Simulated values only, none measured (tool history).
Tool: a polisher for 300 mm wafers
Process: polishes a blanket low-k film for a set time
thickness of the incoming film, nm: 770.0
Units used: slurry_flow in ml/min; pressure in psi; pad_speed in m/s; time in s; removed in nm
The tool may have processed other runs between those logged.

run  hour  slurry_flow  pressure  pad_speed  slurry_solids  time  removed
  1     0          140       2.5       1.08              1    36   19.883
  2   7.4          155       2.7       1.08              1    36   21.935
  3  12.7          155       2.4       1.08              1    36   19.737
  4  17.3          170       2.6       1.08              1    36   21.488
  5  23.9          170       2.6       1.08            1.2    36    23.74
  6  26.6          170       2.6       1.08            1.1    36    22.66
  7  29.5          180       2.7       1.08            1.1    36   23.693

The next listed run, before its measurement:
  8  35.6          185       2.8       1.08            1.1    36        ?

Run 8 gave removed 25.037 nm.
